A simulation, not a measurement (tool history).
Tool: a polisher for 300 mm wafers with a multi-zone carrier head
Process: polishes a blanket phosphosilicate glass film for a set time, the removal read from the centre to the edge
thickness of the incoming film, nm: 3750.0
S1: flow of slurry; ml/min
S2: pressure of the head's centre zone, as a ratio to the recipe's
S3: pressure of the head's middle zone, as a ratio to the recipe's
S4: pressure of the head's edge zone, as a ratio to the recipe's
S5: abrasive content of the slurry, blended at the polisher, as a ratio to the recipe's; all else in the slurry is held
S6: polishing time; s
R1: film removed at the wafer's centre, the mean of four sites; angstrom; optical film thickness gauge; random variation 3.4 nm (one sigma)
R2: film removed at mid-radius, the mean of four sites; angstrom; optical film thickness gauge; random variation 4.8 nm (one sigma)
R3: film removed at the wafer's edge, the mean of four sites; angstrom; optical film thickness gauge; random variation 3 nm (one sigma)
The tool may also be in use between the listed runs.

run  hour   S1    S2    S3    S4    S5  S6      R1      R2      R3
  1   0.0  230  1.00  1.00  1.00  1.00  42  4498.3  4396.2  4394.1
  2   0.8  230  1.00  1.00  1.06  1.00  42  4489.5  4411.8  4536.4
  3   5.9  230  1.00  0.99  1.03  0.95  42  4339.9  4206.3  4337.3
  4   8.5  230  1.00  0.98  1.00  0.90  42  4173.2  3988.4  4102.4
  5  11.5  225  1.00  0.97  0.97  0.90  42  4161.7  3943.4  4028.9
  6  14.2  220  1.00  0.96  0.95  0.90  42  4127.7  3995.0  3942.3
  7  18.8  220  1.00  0.94  0.94  0.90  42  4188.9  3760.2  3953.2
  8  27.5  215  0.99  0.93  0.92  0.90  42  4147.8  3866.5  3916.0

Forecast run 9:
  9  35.7  215  0.99  0.92  0.91  0.90  42   ?   ?   ?

R1: 4103.6 angstrom
R2: 3778.2 angstrom
R3: 3885.5 angstrom

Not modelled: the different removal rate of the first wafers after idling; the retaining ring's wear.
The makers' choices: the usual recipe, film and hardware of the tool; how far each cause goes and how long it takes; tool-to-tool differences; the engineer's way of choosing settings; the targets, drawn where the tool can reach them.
